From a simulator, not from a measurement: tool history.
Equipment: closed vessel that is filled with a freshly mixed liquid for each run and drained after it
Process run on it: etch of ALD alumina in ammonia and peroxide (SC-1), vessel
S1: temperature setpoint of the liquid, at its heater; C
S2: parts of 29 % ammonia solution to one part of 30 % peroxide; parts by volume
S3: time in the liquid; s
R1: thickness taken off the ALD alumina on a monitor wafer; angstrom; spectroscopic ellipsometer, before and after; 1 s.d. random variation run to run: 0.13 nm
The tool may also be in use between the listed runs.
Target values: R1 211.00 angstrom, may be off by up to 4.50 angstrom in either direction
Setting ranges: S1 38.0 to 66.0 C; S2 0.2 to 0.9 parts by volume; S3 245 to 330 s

| run | hour | S1 | S2 | S3 | R1 |
|---|---|---|---|---|---|
| 1 | 0.0 | 50.0 | 0.5 | 330 | 179.77 |
| 2 | 7.9 | 51.0 | 0.5 | 330 | 189.21 |
| 3 | 9.8 | 51.0 | 0.5 | 330 | 190.42 |
| 4 | 16.3 | 51.5 | 0.5 | 330 | 193.65 |
| 5 | 21.4 | 51.5 | 0.5 | 245 | 144.44 |
| 6 | 22.6 | 51.5 | 0.5 | 245 | 144.63 |
| 7 | 29.8 | 55.0 | 0.5 | 245 | 172.01 |
| 8 | 36.8 | 57.0 | 0.5 | 245 | 194.41 |
| 9 | 41.1 | 57.5 | 0.5 | 245 | 200.24 |
| 10 | 46.3 | 58.0 | 0.5 | 245 | 203.86 |

Which single option among these 4 for the next run brings every result within its allowed miss of target? Just one does.
| A | 51.5 | 55.0 | 0.5 | 260 | ? |
| B | 51.5 | 56.0 | 0.5 | 260 | ? |
| C | 51.5 | 51.5 | 0.5 | 325 | ? |
| D | 51.5 | 57.0 | 0.5 | 265 | ? |

| move | R1 |
|---|---|
| A | 185.51 |
| B | 195.60 |
| C | 192.10 |
| D | 210.12 |
A: misses by more than the last run did
B: misses by more than the last run did
C: misses by more than the last run did
D: in spec on every target
Correct choice: D, which meets every target
